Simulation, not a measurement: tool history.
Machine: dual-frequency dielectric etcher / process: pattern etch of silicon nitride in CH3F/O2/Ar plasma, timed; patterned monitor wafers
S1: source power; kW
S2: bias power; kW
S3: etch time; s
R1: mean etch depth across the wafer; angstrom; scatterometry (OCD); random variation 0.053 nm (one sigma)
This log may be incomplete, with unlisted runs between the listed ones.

run,hour,S1,S2,S3,R1
1,0.0,0.340,0.066,31.5,209.02
2,8.1,0.340,0.056,31.5,197.96
3,14.6,0.340,0.056,29.0,182.11
4,19.5,0.340,0.049,29.0,174.58
5,25.9,0.370,0.053,29.0,184.83
6,27.1,0.390,0.056,29.0,192.15
7,33.3,0.410,0.059,29.0,198.94

Run 8 is up next; what results do you expect?
8,34.7,0.410,0.059,29.0,?

{"run 8": {"R1": 198.45}}
